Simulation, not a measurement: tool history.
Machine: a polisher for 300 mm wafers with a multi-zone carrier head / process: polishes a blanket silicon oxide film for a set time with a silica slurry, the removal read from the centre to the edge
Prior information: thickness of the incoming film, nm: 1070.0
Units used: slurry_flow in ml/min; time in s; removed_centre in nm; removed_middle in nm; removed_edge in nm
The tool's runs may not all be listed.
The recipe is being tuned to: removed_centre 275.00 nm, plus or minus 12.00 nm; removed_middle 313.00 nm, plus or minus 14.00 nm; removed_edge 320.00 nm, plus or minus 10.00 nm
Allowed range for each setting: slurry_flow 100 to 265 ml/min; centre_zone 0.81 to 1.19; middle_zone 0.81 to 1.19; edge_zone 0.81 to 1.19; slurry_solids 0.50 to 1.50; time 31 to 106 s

run  hour  slurry_flow  centre_zone  middle_zone  edge_zone  slurry_solids  time  removed_centre  removed_middle  removed_edge
  1   0.0          170         1.00         1.00       1.00           1.00    68          219.70          222.05        224.12
  2   3.7          175         0.99         1.01       1.02           1.05    68          223.36          227.53        229.68
  3   5.2          175         0.98         1.02       1.03           1.10    69          226.09          240.43        241.22
  4  12.6          175         0.98         1.02       1.03           1.10    63          205.14          221.07        215.76
  5  18.8          175         0.98         1.02       1.04           1.15    65          218.65          232.42        232.29
  6  23.4          175         0.98         1.02       1.04           1.25    65          226.36          235.78        237.24
  7  31.6          180         0.97         1.03       1.06           1.30    66          228.45          245.68        246.21
  8  36.3          180         0.97         1.03       1.06           1.30    66          231.09          250.72        244.05
  9  37.3          175         0.96         1.03       1.07           1.35    68          238.95          258.83        257.21
 10  38.7          175         0.95         1.03       1.08           1.35    69          241.65          255.23        263.44
 11  40.7          180         0.94         1.04       1.09           1.35    70          240.18          262.09        265.88

Which of these 5 next moves meets every target?
  A  42.7          145         0.90         1.03       1.05           1.25    90               ?               ?             ?
  B  42.7          225         0.90         1.18       0.98           1.35    80               ?               ?             ?
  C  42.7          210         0.87         1.01       1.13           1.45    72               ?               ?             ?
  D  42.7          145         1.04         0.92       0.99           1.45    83               ?               ?             ?
  E  42.7          120         0.88         0.90       1.12           1.50    90               ?               ?             ?

move  removed_centre  removed_middle  removed_edge
   A          270.10          319.35        316.21
   B          268.45          349.06        294.08
   C          237.81          282.12        289.02
   D          293.01          283.49        297.54
   E          266.31          291.75        335.42
A: meets every target
B: gains on the last run, yet a result remains outside its allowed miss
C: gains on the last run, yet a result remains outside its allowed miss
D: gains on the last run, yet a result remains outside its allowed miss
E: moves the result that the last run missed by most past its target, out the other side
Move A is the one to make.
